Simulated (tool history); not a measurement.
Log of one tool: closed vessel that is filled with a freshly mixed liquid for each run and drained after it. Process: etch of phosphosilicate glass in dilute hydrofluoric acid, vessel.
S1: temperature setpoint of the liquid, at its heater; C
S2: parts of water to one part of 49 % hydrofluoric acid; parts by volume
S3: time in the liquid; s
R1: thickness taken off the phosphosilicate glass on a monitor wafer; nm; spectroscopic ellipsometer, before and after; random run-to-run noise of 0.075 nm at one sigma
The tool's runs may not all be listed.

run	day	S1	S2	S3	R1
1	0.000	22.0	220	30	12.070
2	0.212	22.0	170	30	16.161
3	0.425	20.5	190	30	13.490
4	0.700	23.0	190	30	14.912
5	0.958	26.0	190	30	16.609
6	1.146	23.5	205	30	13.924

What does the tool deliver on the next run?
7	1.508	21.5	215	30	?

R1: 12.108 nm
